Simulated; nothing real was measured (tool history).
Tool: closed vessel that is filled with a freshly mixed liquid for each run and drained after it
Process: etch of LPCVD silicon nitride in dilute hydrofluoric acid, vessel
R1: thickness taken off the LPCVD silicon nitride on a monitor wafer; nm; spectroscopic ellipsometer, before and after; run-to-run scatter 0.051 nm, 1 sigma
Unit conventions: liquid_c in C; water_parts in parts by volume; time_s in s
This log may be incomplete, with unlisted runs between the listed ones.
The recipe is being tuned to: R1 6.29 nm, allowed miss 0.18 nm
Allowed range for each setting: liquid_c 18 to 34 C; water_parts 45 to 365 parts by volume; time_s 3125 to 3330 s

Run 1, day 0: liquid_c 26 C, water_parts 205 parts by volume, time_s 3125 s. Result: R1 10.771 nm.
Run 2, day 0.221: liquid_c 23.5 C, water_parts 205 parts by volume, time_s 3125 s. Result: R1 9.1968 nm.
Run 3, day 0.379: liquid_c 26 C, water_parts 205 parts by volume, time_s 3125 s. Result: R1 10.654 nm.
Run 4, day 0.754: liquid_c 28 C, water_parts 205 parts by volume, time_s 3125 s. Result: R1 12.002 nm.
Run 5, day 1.046: liquid_c 26 C, water_parts 210 parts by volume, time_s 3125 s. Result: R1 10.298 nm.
Run 6, day 1.108: liquid_c 24.5 C, water_parts 210 parts by volume, time_s 3125 s. Result: R1 9.4452 nm.
Run 7, day 1.217: liquid_c 23 C, water_parts 210 parts by volume, time_s 3125 s. Result: R1 8.5554 nm.
Run 8, day 1.362: liquid_c 22 C, water_parts 210 parts by volume, time_s 3125 s. Result: R1 8.0023 nm.
Run 9, day 1.5: liquid_c 21 C, water_parts 210 parts by volume, time_s 3125 s. Result: R1 7.6434 nm.
Run 10, day 1.758: liquid_c 18 C, water_parts 220 parts by volume, time_s 3125 s. Result: R1 6.0331 nm.

Of the 5 settings listed for the next run, only one would bring every result within its allowed miss of target. Which one?
Run A, day 2.017: liquid_c 18 C, water_parts 230 parts by volume, time_s 3180 s. Result: R1 ?.
Run B, day 2.017: liquid_c 18 C, water_parts 240 parts by volume, time_s 3330 s. Result: R1 ?.
Run C, day 2.017: liquid_c 18.5 C, water_parts 225 parts by volume, time_s 3240 s. Result: R1 ?.
Run D, day 2.017: liquid_c 18.5 C, water_parts 240 parts by volume, time_s 3245 s. Result: R1 ?.
Run E, day 2.017: liquid_c 18.5 C, water_parts 240 parts by volume, time_s 3240 s. Result: R1 ?.

move      R1
   A  5.7589
   B  5.7866
   C  6.1915
   D  5.8237
   E  5.8148
A: the biggest miss grows against the last run
B: the biggest miss grows against the last run
C: all results in spec
D: the biggest miss grows against the last run
E: the biggest miss grows against the last run
C is the move that brings every result within its allowed miss.
